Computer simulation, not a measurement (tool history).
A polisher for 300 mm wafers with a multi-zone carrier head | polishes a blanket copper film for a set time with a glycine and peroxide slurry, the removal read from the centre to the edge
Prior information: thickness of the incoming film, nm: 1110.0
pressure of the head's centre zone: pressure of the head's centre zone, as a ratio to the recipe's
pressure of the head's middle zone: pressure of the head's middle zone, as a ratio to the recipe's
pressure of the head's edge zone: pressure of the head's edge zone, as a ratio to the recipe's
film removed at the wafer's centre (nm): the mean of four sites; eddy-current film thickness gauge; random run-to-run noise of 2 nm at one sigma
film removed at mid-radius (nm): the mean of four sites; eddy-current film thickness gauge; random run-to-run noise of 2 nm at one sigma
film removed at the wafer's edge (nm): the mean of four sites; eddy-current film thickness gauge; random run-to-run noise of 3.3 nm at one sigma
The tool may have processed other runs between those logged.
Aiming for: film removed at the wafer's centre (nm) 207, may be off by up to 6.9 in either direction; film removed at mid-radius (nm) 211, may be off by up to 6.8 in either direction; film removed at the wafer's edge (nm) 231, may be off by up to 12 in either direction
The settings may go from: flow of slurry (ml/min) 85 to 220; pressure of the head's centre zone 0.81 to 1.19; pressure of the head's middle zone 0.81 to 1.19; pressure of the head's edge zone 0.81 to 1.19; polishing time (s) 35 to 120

run,hour,flow of slurry (ml/min),pressure of the head's centre zone,pressure of the head's middle zone,pressure of the head's edge zone,polishing time (s),film removed at the wafer's centre (nm),film removed at mid-radius (nm),film removed at the wafer's edge (nm)
1,0,140,1,1,1,77,416.74,408.71,418.63
2,3.6,170,1,1,1,77,429.9,425.76,438.71
3,7.8,170,1,1,0.94,77,431.75,425.17,416.73
4,16.6,160,0.98,0.98,0.93,72,395.65,390.42,398.26
5,19.6,160,0.98,1.06,0.93,72,398.08,409.89,383.58
6,22.3,150,0.97,1.04,0.92,67,360.13,371.64,351.76
7,30.8,145,0.96,1.02,0.92,63,334.32,342.34,323.03
8,38.8,140,0.94,0.99,0.93,60,315.66,314.92,309.5
9,42.2,135,0.92,0.98,0.95,57,284.83,297.12,304.88
10,43.9,130,0.91,0.96,0.94,55,275.47,279.88,290.95
11,46.2,130,0.91,0.96,0.94,55,274.86,280.78,292.39
12,50.9,125,0.9,0.95,0.93,53,255.07,266.36,272.69
13,54.5,125,0.9,0.95,0.93,53,254.29,269.16,271.18
14,62.2,120,0.9,0.93,0.93,52,244.74,254.48,266.27
15,69.6,100,0.86,0.85,0.83,45,195.14,196.22,206.11

Below are 5 possible settings for the next run. Only one of them brings all results inside the allowed miss of their targets. Which is it?
A,77,85,0.93,0.84,0.99,48,?,?,?
B,77,100,0.81,1.03,0.87,43,?,?,?
C,77,130,1.18,1.19,0.81,35,?,?,?
D,77,105,0.83,0.83,0.84,48,?,?,?
E,77,90,0.83,0.85,0.83,45,?,?,?

move,film removed at the wafer's centre (nm),film removed at mid-radius (nm),film removed at the wafer's edge (nm)
A,207.99,195.07,239.26
B,180.84,213.75,209.43
C,212.92,207.97,173.52
D,208.95,208.77,233.1
E,184.21,188.62,209.8
A: its largest miss is bigger than the last run's
B: meets the target for the result that was furthest off, but another lies outside its allowed miss
C: meets the target for the result that was furthest off, but another lies outside its allowed miss
D: each result inside its tolerance
E: its largest miss is bigger than the last run's
So the answer is move D, the one that meets all the targets.
